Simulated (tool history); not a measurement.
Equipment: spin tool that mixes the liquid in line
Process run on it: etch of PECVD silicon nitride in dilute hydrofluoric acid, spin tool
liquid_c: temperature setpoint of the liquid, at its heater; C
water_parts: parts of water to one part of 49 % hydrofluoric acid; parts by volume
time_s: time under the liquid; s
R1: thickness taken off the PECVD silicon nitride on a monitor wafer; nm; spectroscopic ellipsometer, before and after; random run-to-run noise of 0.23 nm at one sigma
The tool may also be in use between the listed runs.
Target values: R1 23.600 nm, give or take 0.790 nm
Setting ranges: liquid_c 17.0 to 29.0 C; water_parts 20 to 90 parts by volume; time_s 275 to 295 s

run 1 hour=0.0 | liquid_c=21.0 water_parts=50 time_s=275 | R1=12.949
run 2 hour=4.5 | liquid_c=17.5 water_parts=50 time_s=275 | R1=10.134
run 3 hour=10.0 | liquid_c=20.5 water_parts=50 time_s=275 | R1=12.455
run 4 hour=12.2 | liquid_c=20.5 water_parts=40 time_s=275 | R1=15.477
run 5 hour=20.0 | liquid_c=22.0 water_parts=40 time_s=275 | R1=17.218
run 6 hour=25.4 | liquid_c=23.0 water_parts=40 time_s=275 | R1=18.528
run 7 hour=29.3 | liquid_c=24.0 water_parts=40 time_s=275 | R1=19.735
run 8 hour=34.4 | liquid_c=24.5 water_parts=40 time_s=275 | R1=20.917
run 9 hour=42.0 | liquid_c=25.0 water_parts=40 time_s=275 | R1=21.069
run 10 hour=45.9 | liquid_c=25.5 water_parts=40 time_s=275 | R1=21.688
run 11 hour=49.4 | liquid_c=26.0 water_parts=40 time_s=275 | R1=22.739

Which of these 5 next moves meets every target?
run A hour=52.9 | liquid_c=27.0 water_parts=45 time_s=275 | R1=?
run B hour=52.9 | liquid_c=25.5 water_parts=40 time_s=275 | R1=?
run C hour=52.9 | liquid_c=25.5 water_parts=45 time_s=295 | R1=?
run D hour=52.9 | liquid_c=29.0 water_parts=50 time_s=290 | R1=?
run E hour=52.9 | liquid_c=27.5 water_parts=45 time_s=275 | R1=?

move=A R1=21.531
move=B R1=21.866
move=C R1=20.905
move=D R1=23.336
move=E R1=22.254
A: the biggest miss grows against the last run
B: the biggest miss grows against the last run
C: the biggest miss grows against the last run
D: in spec on every target
E: the biggest miss grows against the last run
The right move is D.
